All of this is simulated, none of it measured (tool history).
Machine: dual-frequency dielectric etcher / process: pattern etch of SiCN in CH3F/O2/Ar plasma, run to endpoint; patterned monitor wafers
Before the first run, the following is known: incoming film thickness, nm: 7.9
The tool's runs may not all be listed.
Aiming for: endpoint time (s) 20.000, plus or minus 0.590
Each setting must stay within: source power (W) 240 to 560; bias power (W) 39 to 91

run	day	source power (W)	bias power (W)	endpoint time (s)
1	0.000	400	65	21.927
2	0.338	400	55	23.707
3	0.575	430	55	23.145
4	0.862	430	48	24.271
5	0.917	390	48	25.149
6	1.283	430	54	23.058
7	1.396	460	56	22.265
8	1.550	480	58	21.508
9	1.900	500	59	21.333
10	2.108	510	61	20.692

Below are 4 possible settings for the next run. Only one of them brings all results inside the allowed miss of their targets. Which is it?
A	2.317	500	68	?
B	2.317	490	58	?
C	2.317	500	54	?
D	2.317	540	55	?

move	endpoint time (s)
A	20.009
B	21.424
C	21.835
D	21.051
A: each result inside its tolerance
B: the biggest miss grows against the last run
C: the biggest miss grows against the last run
D: the biggest miss grows against the last run
Answer: A
